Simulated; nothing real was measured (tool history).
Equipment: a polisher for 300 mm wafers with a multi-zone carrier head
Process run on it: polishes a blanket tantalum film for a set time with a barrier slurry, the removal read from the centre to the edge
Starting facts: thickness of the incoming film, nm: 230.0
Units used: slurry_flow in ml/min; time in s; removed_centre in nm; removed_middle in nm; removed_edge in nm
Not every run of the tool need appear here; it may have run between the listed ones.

run  hour  slurry_flow  centre_zone  middle_zone  edge_zone  slurry_solids  time  removed_centre  removed_middle  removed_edge
  1     0          220            1            1          1              1    42          68.854          68.743        73.057
  2   8.6          175            1            1          1              1    42          68.099          67.492        69.222
  3  16.2          170         0.98            1       0.98            0.9    42          61.495           63.26         65.02
  4  21.3          170         0.94            1       0.98            0.9    42          60.185          62.282        64.473
  5  26.4          170         0.94            1       0.98            0.9    36          50.348           54.47        56.612
  6  33.6          170         0.94         0.95       0.98            0.9    36          51.972          52.206        56.107
  7    36          165         0.94         0.97       0.96            0.9    36          50.377          52.262        55.118
     41.6  -- edge zone pressure recalibrated
  8  41.6          160         0.95         0.99       0.95            0.9    36          50.339          53.746        52.648
  9  49.9          160         0.95            1       0.95            0.9    36          50.585          53.284        52.903

Estimate the outcome of run 10 from the log above:
 10  54.7          160         0.95         1.01       0.95            0.9    36               ?               ?             ?

removed_centre: 49.783 nm
removed_middle: 53.392 nm
removed_edge: 51.848 nm
